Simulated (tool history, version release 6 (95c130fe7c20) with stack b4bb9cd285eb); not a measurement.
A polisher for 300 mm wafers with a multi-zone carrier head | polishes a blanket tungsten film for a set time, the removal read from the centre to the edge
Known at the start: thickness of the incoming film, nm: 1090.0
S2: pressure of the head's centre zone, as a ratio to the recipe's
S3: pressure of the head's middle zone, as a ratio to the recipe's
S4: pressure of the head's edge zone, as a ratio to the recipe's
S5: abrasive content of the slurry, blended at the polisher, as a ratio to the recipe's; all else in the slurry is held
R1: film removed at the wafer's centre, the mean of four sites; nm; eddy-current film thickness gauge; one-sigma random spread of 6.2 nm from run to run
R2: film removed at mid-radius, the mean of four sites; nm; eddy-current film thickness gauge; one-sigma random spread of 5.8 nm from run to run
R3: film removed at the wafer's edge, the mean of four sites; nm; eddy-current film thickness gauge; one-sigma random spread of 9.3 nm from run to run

run 1 hour=0 | flow_of_slurry_(ml/min)=185 S2=1 S3=1 S4=1 S5=1 polishing_time_(s)=76 | R1=454.27 R2=445.66 R3=458.37
run 2 hour=8.7 | flow_of_slurry_(ml/min)=195 S2=1.02 S3=1.02 S4=1.02 S5=1.1 polishing_time_(s)=79 | R1=498.81 R2=487.1 R3=492.99
run 3 hour=12.4 | flow_of_slurry_(ml/min)=195 S2=1.02 S3=1.02 S4=1.02 S5=1.1 polishing_time_(s)=92 | R1=582.88 R2=561.57 R3=579.96
run 4 hour=19 | flow_of_slurry_(ml/min)=195 S2=1.02 S3=1.06 S4=1.02 S5=1.1 polishing_time_(s)=92 | R1=578.74 R2=582.68 R3=572.28
run 5 hour=26.4 | flow_of_slurry_(ml/min)=195 S2=1.06 S3=1.06 S4=1.02 S5=1.1 polishing_time_(s)=92 | R1=608.83 R2=585.84 R3=567.78
run 6 hour=33.6 | flow_of_slurry_(ml/min)=240 S2=1.06 S3=1.06 S4=1.02 S5=1.1 polishing_time_(s)=92 | R1=612.64 R2=594.83 R3=583.95
run 7 hour=40.2 | flow_of_slurry_(ml/min)=245 S2=1.07 S3=1.07 S4=1.04 S5=1.15 polishing_time_(s)=93 | R1=649.29 R2=613.22 R3=602.76
run 8 hour=41 | flow_of_slurry_(ml/min)=245 S2=1.07 S3=1.08 S4=1.05 S5=1.2 polishing_time_(s)=94 | R1=666.16 R2=648.84 R3=622.41
run 9 hour=41.6 | flow_of_slurry_(ml/min)=245 S2=1.08 S3=1.08 S4=1.07 S5=1.25 polishing_time_(s)=94 | R1=674.46 R2=640.46 R3=651.1
run 10 hour=50.4 | flow_of_slurry_(ml/min)=245 S2=1.09 S3=1.1 S4=1.08 S5=1.3 polishing_time_(s)=94 | R1=692.04 R2=671.28 R3=638.71
run 11 hour=55.7 | flow_of_slurry_(ml/min)=250 S2=1.09 S3=1.1 S4=1.09 S5=1.35 polishing_time_(s)=94 | R1=705.08 R2=666.93 R3=644.83

Run 12 comes next. What will it give?
run 12 hour=64.6 | flow_of_slurry_(ml/min)=250 S2=1.09 S3=1.1 S4=1.09 S5=1.35 polishing_time_(s)=94 | R1=? R2=? R3=?

R1: 700.13 nm
R2: 679.18 nm
R3: 637.88 nm

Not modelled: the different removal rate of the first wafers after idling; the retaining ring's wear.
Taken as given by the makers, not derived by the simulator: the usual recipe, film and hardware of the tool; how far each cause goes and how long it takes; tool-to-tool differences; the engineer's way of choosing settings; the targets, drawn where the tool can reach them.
